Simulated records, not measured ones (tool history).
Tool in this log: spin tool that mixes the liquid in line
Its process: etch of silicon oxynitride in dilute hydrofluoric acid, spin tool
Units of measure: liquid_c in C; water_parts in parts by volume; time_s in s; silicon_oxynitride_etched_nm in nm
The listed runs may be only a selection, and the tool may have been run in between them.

run,hour,liquid_c,water_parts,time_s,silicon_oxynitride_etched_nm
1,0.0,24.0,105,260,11.777
2,8.1,24.5,105,260,12.129
3,16.5,27.5,105,260,13.751
4,21.7,27.5,75,260,20.036
5,25.3,27.5,75,280,21.418
6,28.7,27.5,75,260,20.003
7,35.0,26.5,75,260,18.871
8,37.0,26.0,75,260,18.778
9,45.0,25.5,75,260,18.178
# hour 48.5: hydrofluoric acid flow meter replaced
10,48.5,25.0,75,260,16.296

Run 11 has not been measured yet. What should we expect?
11,52.8,24.0,75,260,?

Run 11 measured silicon_oxynitride_etched_nm 15.562 nm.

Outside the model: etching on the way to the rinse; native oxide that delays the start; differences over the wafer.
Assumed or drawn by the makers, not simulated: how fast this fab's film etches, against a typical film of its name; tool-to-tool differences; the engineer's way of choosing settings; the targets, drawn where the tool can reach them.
